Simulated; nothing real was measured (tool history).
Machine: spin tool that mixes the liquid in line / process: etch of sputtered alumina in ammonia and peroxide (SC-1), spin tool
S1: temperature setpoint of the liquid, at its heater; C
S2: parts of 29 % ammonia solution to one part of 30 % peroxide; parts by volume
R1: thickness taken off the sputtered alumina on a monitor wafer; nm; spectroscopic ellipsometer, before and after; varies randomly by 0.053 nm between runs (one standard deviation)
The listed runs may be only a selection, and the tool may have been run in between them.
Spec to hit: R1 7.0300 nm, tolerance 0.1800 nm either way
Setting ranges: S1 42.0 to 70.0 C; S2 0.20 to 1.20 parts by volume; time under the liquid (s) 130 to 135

run 1 hour=0.0 | S1=58.0 S2=0.90 time_under_the_liquid_(s)=130 | R1=14.3680
run 2 hour=6.9 | S1=58.0 S2=0.60 time_under_the_liquid_(s)=130 | R1=13.7620
run 3 hour=12.5 | S1=54.5 S2=0.60 time_under_the_liquid_(s)=130 | R1=11.4900
run 4 hour=18.9 | S1=52.0 S2=0.60 time_under_the_liquid_(s)=130 | R1=10.0410
run 5 hour=21.5 | S1=52.0 S2=0.60 time_under_the_liquid_(s)=135 | R1=10.4020
run 6 hour=23.1 | S1=58.5 S2=0.60 time_under_the_liquid_(s)=135 | R1=14.7310
run 7 hour=31.4 | S1=50.5 S2=0.55 time_under_the_liquid_(s)=135 | R1=9.5090
run 8 hour=37.0 | S1=49.0 S2=0.55 time_under_the_liquid_(s)=135 | R1=8.8123
run 9 hour=43.1 | S1=48.0 S2=0.55 time_under_the_liquid_(s)=135 | R1=8.4035
run 10 hour=45.2 | S1=47.0 S2=0.55 time_under_the_liquid_(s)=135 | R1=7.7800

Which of these 5 next moves meets every target?
run A hour=47.3 | S1=45.5 S2=0.25 time_under_the_liquid_(s)=135 | R1=?
run B hour=47.3 | S1=51.0 S2=0.30 time_under_the_liquid_(s)=130 | R1=?
run C hour=47.3 | S1=44.0 S2=0.75 time_under_the_liquid_(s)=130 | R1=?
run D hour=47.3 | S1=46.0 S2=0.30 time_under_the_liquid_(s)=135 | R1=?
run E hour=47.3 | S1=51.0 S2=0.35 time_under_the_liquid_(s)=135 | R1=?

move=A R1=6.6918
move=B R1=8.9083
move=C R1=6.5687
move=D R1=7.0052
move=E R1=9.3876
A: takes the result that was furthest off past its target
B: misses by more than the last run did
C: takes the result that was furthest off past its target
D: hits every target within its allowed miss
E: misses by more than the last run did
Correct choice: D, which meets every target
